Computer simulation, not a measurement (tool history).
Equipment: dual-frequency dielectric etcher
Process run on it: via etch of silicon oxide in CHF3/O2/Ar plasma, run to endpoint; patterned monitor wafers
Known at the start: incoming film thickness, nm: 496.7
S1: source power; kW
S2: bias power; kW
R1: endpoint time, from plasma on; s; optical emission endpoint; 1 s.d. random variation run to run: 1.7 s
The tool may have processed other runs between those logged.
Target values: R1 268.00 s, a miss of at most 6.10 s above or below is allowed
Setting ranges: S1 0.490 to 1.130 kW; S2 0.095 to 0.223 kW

{"run": 1, "hour": 0.0, "S1": 0.81, "S2": 0.159, "R1": 242.38}
{"run": 2, "hour": 5.2, "S1": 0.79, "S2": 0.158, "R1": 247.33}
{"run": 3, "hour": 8.4, "S1": 0.79, "S2": 0.179, "R1": 237.67}
{"run": 4, "hour": 16.8, "S1": 0.89, "S2": 0.179, "R1": 222.8}
{"run": 5, "hour": 22.7, "S1": 0.86, "S2": 0.178, "R1": 227.33}
{"run": 6, "hour": 29.7, "S1": 0.86, "S2": 0.194, "R1": 223.09}
{"run": 7, "hour": 38.4, "S1": 0.83, "S2": 0.192, "R1": 225.73}
{"run": 8, "hour": 43.9, "S1": 0.8, "S2": 0.19, "R1": 233.35}

Which one of the following 4 next-run settings gets every result inside its allowed miss? There is exactly one.
{"run": "A", "hour": 49.4, "S1": 1.06, "S2": 0.214, "R1": "?"}
{"run": "B", "hour": 49.4, "S1": 0.59, "S2": 0.172, "R1": "?"}
{"run": "C", "hour": 49.4, "S1": 0.65, "S2": 0.167, "R1": "?"}
{"run": "D", "hour": 49.4, "S1": 0.98, "S2": 0.198, "R1": "?"}

move=A R1=196.86
move=B R1=284.32
move=C R1=271.22
move=D R1=208.99
A: further off than the last run
B: takes the biggest miss from the last run beyond its target
C: every result within its allowed miss
D: further off than the last run
Move C is the one to make.
